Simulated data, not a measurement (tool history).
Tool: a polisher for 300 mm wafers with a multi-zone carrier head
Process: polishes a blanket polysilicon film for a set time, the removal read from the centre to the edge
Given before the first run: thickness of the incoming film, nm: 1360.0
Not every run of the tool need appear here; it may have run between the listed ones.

| run | hour | flow of slurry (ml/min) | pressure of the head's centre zone | pressure of the head's middle zone | pressure of the head's edge zone | polishing time (s) | film removed at the wafer's centre (angstrom) | film removed at mid-radius (angstrom) | film removed at the wafer's edge (angstrom) |
|---|---|---|---|---|---|---|---|---|---|
| 1 | 0 | 260 | 1 | 1 | 1 | 77 | 3211.6 | 3218.2 | 3210.5 |
| 2 | 6.6 | 230 | 1 | 1 | 1 | 77 | 3103.4 | 3141.8 | 3109.9 |
| 3 | 13.7 | 245 | 1 | 1.01 | 1.01 | 77 | 3169.9 | 3124.2 | 3148.8 |
| 4 | 21.7 | 245 | 1.07 | 1.01 | 1.01 | 77 | 3350.8 | 3143.9 | 3182.8 |
| 5 | 25.5 | 255 | 1.07 | 1.02 | 1.02 | 77 | 3449 | 3225.4 | 3192 |
| 6 | 29 | 255 | 1.07 | 1.02 | 1.02 | 69 | 3001.7 | 2845.7 | 2854.5 |
| 7 | 37.6 | 265 | 1.06 | 1.03 | 1.03 | 70 | 3081.3 | 2970.6 | 2955.9 |
| 8 | 43.7 | 275 | 1.06 | 1.04 | 1.04 | 71 | 3113.6 | 3078.3 | 3026.2 |

Forecast run 9:
| 9 | 48.1 | 285 | 1.07 | 1.05 | 1.05 | 72 | ? | ? | ? |

film removed at the wafer's centre (angstrom): 3223.4
film removed at mid-radius (angstrom): 3152.8
film removed at the wafer's edge (angstrom): 3065.8
